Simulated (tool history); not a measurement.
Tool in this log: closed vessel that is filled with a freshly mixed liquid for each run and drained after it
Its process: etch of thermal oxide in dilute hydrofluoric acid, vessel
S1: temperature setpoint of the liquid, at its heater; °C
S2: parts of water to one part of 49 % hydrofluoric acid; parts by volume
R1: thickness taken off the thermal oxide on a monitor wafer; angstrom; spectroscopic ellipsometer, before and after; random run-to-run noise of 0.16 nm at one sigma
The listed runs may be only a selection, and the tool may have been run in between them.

run 1 hour=0 | S1=23 S2=130 time_in_the_liquid_(s)=275 | R1=102.58
run 2 hour=5.3 | S1=25.5 S2=120 time_in_the_liquid_(s)=275 | R1=124.81
run 3 hour=13.5 | S1=23.5 S2=120 time_in_the_liquid_(s)=275 | R1=114.75
run 4 hour=21.6 | S1=23.5 S2=120 time_in_the_liquid_(s)=300 | R1=123.61
run 5 hour=29.4 | S1=25.5 S2=120 time_in_the_liquid_(s)=300 | R1=133.16
run 6 hour=37.6 | S1=25.5 S2=120 time_in_the_liquid_(s)=300 | R1=133.69
run 7 hour=46.1 | S1=27 S2=120 time_in_the_liquid_(s)=300 | R1=142.05

Predict the results of run 8:
run 8 hour=53.9 | S1=28 S2=120 time_in_the_liquid_(s)=300 | R1=?

Logged for run 8: R1 148.76 angstrom.
